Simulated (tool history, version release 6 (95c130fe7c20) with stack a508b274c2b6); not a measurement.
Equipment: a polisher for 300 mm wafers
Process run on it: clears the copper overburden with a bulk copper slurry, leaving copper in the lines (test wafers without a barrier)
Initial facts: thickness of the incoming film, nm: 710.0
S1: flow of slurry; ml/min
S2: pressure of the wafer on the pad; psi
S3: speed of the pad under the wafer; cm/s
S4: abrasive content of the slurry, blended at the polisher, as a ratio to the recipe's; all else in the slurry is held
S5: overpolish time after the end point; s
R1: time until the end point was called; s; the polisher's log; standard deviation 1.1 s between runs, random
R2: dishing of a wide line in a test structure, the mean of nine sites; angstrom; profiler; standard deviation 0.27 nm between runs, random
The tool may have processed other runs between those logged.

{"run": 1, "day": 0.0, "S1": 200, "S2": 1.8, "S3": 104, "S4": 1.0, "S5": 9, "R1": 113.0, "R2": 241.87}
{"run": 2, "day": 0.083, "S1": 200, "S2": 1.9, "S3": 104, "S4": 1.0, "S5": 9, "R1": 106.55, "R2": 243.37}
{"run": 3, "day": 0.229, "S1": 200, "S2": 1.9, "S3": 104, "S4": 0.8, "S5": 9, "R1": 116.11, "R2": 237.32}
{"run": 4, "day": 0.325, "S1": 200, "S2": 2.0, "S3": 104, "S4": 0.8, "S5": 9, "R1": 105.99, "R2": 247.36}
{"run": 5, "day": 0.554, "S1": 200, "S2": 2.0, "S3": 92, "S4": 0.8, "S5": 9, "R1": 121.86, "R2": 233.27}
{"run": 6, "day": 0.858, "S1": 200, "S2": 2.1, "S3": 92, "S4": 0.8, "S5": 9, "R1": 114.63, "R2": 238.35}
{"run": 7, "day": 1.196, "S1": 200, "S2": 2.2, "S3": 92, "S4": 0.8, "S5": 9, "R1": 108.23, "R2": 245.91}
{"run": 8, "day": 1.242, "S1": 205, "S2": 2.4, "S3": 92, "S4": 0.8, "S5": 8, "R1": 101.65, "R2": 241.49}
{"run": 9, "day": 1.462, "S1": 205, "S2": 2.6, "S3": 94, "S4": 0.8, "S5": 8, "R1": 93.009, "R2": 257.92}

Forecast run 10:
{"run": 10, "day": 1.804, "S1": 205, "S2": 2.7, "S3": 96, "S4": 0.8, "S5": 7, "R1": "?", "R2": "?"}

Run 10 measured R1 87.414 s, R2 248.33 angstrom.
